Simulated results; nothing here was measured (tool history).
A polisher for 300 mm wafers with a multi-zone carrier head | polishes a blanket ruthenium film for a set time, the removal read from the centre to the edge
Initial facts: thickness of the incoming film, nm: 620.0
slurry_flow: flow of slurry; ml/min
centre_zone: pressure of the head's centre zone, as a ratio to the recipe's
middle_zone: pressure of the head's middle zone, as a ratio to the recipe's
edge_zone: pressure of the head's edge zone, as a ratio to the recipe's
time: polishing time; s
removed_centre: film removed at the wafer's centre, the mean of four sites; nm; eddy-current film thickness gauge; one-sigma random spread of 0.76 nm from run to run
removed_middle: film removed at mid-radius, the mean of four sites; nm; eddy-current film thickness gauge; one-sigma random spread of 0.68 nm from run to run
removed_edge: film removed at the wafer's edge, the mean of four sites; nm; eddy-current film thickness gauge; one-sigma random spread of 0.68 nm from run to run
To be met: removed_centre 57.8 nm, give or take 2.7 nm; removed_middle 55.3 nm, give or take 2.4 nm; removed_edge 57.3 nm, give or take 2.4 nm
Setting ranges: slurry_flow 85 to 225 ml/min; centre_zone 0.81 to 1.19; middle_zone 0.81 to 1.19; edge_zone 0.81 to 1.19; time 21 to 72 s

run,hour,slurry_flow,centre_zone,middle_zone,edge_zone,time,removed_centre,removed_middle,removed_edge
1,0,145,1,1,1,46,42.724,43.747,42.835
2,7.6,145,1,1,0.92,46,42.379,44.217,40.527
3,12.1,145,1,0.93,0.92,46,43.91,41.766,41.69
4,14.3,150,1,0.94,0.94,47,46.064,42.492,42.67
5,17,150,1,0.95,0.96,48,46.157,43.83,44.116
6,18.5,150,1,0.98,0.96,48,45.701,44.864,43.604
7,22.1,150,1,0.98,0.98,49,47.019,46.96,45.593
8,24.3,155,1,0.98,1,50,48.41,47.817,47.556

5 next moves are on the table. One of them brings every result within its allowed miss. Which?
A,26.5,170,0.99,1,1.01,60,?,?,?
B,26.5,140,0.97,0.98,1.09,59,?,?,?
C,26.5,150,1.02,0.95,1.05,59,?,?,?
D,26.5,95,0.89,0.98,1.02,71,?,?,?
E,26.5,130,0.99,1.08,0.94,54,?,?,?

move,removed_centre,removed_middle,removed_edge
A,59.319,59.591,57.17
B,54.654,55.388,56.755
C,58.464,54.764,56.33
D,53.078,59.681,61.221
E,50.092,54.101,47.679
A: puts the biggest miss on target and leaves a different result outside tolerance
B: puts the biggest miss on target and leaves a different result outside tolerance
C: each result inside its tolerance
D: the result that was furthest off in the last run now lies on the other side of its target
E: as far off as the last run
Go with C: it meets all targets.
